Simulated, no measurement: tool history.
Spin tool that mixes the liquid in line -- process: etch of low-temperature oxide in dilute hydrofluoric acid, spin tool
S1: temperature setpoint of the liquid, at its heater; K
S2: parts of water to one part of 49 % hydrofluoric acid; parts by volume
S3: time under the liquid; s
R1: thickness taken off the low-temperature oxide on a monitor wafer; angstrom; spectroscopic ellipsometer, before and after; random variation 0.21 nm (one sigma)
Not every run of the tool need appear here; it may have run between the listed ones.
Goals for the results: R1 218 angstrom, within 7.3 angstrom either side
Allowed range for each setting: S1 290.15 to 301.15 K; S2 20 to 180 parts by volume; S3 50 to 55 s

| run | hour | S1 | S2 | S3 | R1 |
|---|---|---|---|---|---|
| 1 | 0 | 293.15 | 100 | 50 | 154.85 |
| 2 | 4.8 | 293.15 | 100 | 50 | 153.66 |
| 3 | 11.9 | 294.15 | 100 | 50 | 161.59 |
| 4 | 16.4 | 294.15 | 100 | 55 | 176.66 |
| 5 | 18.2 | 294.15 | 100 | 55 | 179.57 |
| 6 | 26 | 295.15 | 100 | 55 | 189.29 |
| 7 | 34.7 | 295.65 | 100 | 55 | 190.8 |
| 8 | 41.5 | 296.15 | 100 | 55 | 193.72 |
| 9 | 47.3 | 296.65 | 100 | 55 | 198.88 |

Which single option among these 4 for the next run brings every result within its allowed miss of target? Just one does.
| A | 53.1 | 297.65 | 105 | 55 | ? |
| B | 53.1 | 296.65 | 90 | 50 | ? |
| C | 53.1 | 297.65 | 95 | 55 | ? |
| D | 53.1 | 297.65 | 105 | 50 | ? |

| move | R1 |
|---|---|
| A | 193.66 |
| B | 201.09 |
| C | 216.72 |
| D | 176.06 |
A: misses by more than the last run did
B: nearer than the last run, and not there yet
C: every result lands within tolerance
D: misses by more than the last run did
Correct choice: C, which meets every target

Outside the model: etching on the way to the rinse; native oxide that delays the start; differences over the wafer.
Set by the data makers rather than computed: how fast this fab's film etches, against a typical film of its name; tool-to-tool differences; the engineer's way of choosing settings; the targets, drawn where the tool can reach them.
